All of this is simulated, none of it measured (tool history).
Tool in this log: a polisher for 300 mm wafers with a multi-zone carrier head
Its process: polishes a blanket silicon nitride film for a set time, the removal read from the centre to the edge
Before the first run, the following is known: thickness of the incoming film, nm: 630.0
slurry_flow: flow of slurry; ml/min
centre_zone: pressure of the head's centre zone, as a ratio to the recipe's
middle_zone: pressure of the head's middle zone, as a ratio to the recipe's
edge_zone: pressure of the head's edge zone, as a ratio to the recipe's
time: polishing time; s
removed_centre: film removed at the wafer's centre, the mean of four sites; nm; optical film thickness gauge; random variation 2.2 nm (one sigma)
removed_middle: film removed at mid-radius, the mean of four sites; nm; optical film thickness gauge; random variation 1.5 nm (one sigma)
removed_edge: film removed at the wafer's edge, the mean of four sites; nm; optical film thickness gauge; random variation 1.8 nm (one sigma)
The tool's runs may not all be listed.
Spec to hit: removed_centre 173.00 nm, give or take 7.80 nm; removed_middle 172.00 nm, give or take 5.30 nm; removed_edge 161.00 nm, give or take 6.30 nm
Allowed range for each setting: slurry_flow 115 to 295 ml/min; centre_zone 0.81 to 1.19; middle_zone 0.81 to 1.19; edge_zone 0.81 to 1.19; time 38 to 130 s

Run 1, hour 0.0: slurry_flow 190 ml/min, centre_zone 1.00, middle_zone 1.00, edge_zone 1.00, time 84 s. Result: removed_centre 116.98 nm, removed_middle 118.84 nm, removed_edge 120.73 nm.
Run 2, hour 2.9: slurry_flow 190 ml/min, centre_zone 0.93, middle_zone 1.00, edge_zone 1.00, time 84 s. Result: removed_centre 108.92 nm, removed_middle 119.25 nm, removed_edge 122.56 nm.
Run 3, hour 9.8: slurry_flow 195 ml/min, centre_zone 0.95, middle_zone 1.01, edge_zone 1.01, time 86 s. Result: removed_centre 116.07 nm, removed_middle 123.49 nm, removed_edge 122.17 nm.
Run 4, hour 15.9: slurry_flow 195 ml/min, centre_zone 0.90, middle_zone 1.01, edge_zone 1.01, time 86 s. Result: removed_centre 111.87 nm, removed_middle 124.04 nm, removed_edge 122.79 nm.
Run 5, hour 22.5: slurry_flow 195 ml/min, centre_zone 0.90, middle_zone 1.01, edge_zone 1.01, time 98 s. Result: removed_centre 127.71 nm, removed_middle 139.29 nm, removed_edge 140.88 nm.
Run 6, hour 26.7: slurry_flow 195 ml/min, centre_zone 0.93, middle_zone 1.01, edge_zone 1.01, time 98 s. Result: removed_centre 130.60 nm, removed_middle 140.41 nm, removed_edge 141.03 nm.
Run 7, hour 32.5: slurry_flow 195 ml/min, centre_zone 0.93, middle_zone 1.01, edge_zone 1.01, time 98 s. Result: removed_centre 130.68 nm, removed_middle 142.67 nm, removed_edge 138.38 nm.
Run 8, hour 36.6: slurry_flow 245 ml/min, centre_zone 1.03, middle_zone 1.11, edge_zone 1.11, time 106 s. Result: removed_centre 155.74 nm, removed_middle 170.53 nm, removed_edge 162.41 nm.
Run 9, hour 44.7: slurry_flow 245 ml/min, centre_zone 1.04, middle_zone 1.11, edge_zone 1.11, time 106 s. Result: removed_centre 154.20 nm, removed_middle 167.72 nm, removed_edge 162.79 nm.
Run 10, hour 47.6: slurry_flow 245 ml/min, centre_zone 1.05, middle_zone 1.11, edge_zone 1.10, time 106 s. Result: removed_centre 158.81 nm, removed_middle 167.77 nm, removed_edge 159.92 nm.
Run 11, hour 55.4: slurry_flow 245 ml/min, centre_zone 1.06, middle_zone 1.11, edge_zone 1.10, time 106 s. Result: removed_centre 159.40 nm, removed_middle 170.75 nm, removed_edge 160.90 nm.
Run 12, hour 59.7: slurry_flow 245 ml/min, centre_zone 1.07, middle_zone 1.11, edge_zone 1.10, time 106 s. Result: removed_centre 160.88 nm, removed_middle 166.99 nm, removed_edge 159.90 nm.
Run 13, hour 66.1: slurry_flow 245 ml/min, centre_zone 1.08, middle_zone 1.11, edge_zone 1.10, time 106 s. Result: removed_centre 162.07 nm, removed_middle 169.60 nm, removed_edge 161.22 nm.
Run 14, hour 72.9: slurry_flow 245 ml/min, centre_zone 1.09, middle_zone 1.11, edge_zone 1.10, time 106 s. Result: removed_centre 163.98 nm, removed_middle 170.19 nm, removed_edge 161.12 nm.

4 next moves are on the table. One of them brings every result within its allowed miss. Which?
Run A, hour 79.7: slurry_flow 255 ml/min, centre_zone 0.97, middle_zone 1.14, edge_zone 1.19, time 104 s. Result: removed_centre ?, removed_middle ?, removed_edge ?.
Run B, hour 79.7: slurry_flow 235 ml/min, centre_zone 0.99, middle_zone 1.15, edge_zone 1.08, time 105 s. Result: removed_centre ?, removed_middle ?, removed_edge ?.
Run C, hour 79.7: slurry_flow 260 ml/min, centre_zone 1.12, middle_zone 1.10, edge_zone 1.05, time 108 s. Result: removed_centre ?, removed_middle ?, removed_edge ?.
Run D, hour 79.7: slurry_flow 230 ml/min, centre_zone 1.19, middle_zone 1.00, edge_zone 1.00, time 113 s. Result: removed_centre ?, removed_middle ?, removed_edge ?.

move  removed_centre  removed_middle  removed_edge
   A          145.84          172.80        162.66
   B          148.31          174.40        155.30
   C          170.06          174.27        158.78
   D          184.28          166.11        160.99
A: moves away from the targets compared with the last run
B: moves away from the targets compared with the last run
C: each result inside its tolerance
D: takes the biggest miss from the last run beyond its target
So the answer is move C, the one that meets all the targets.
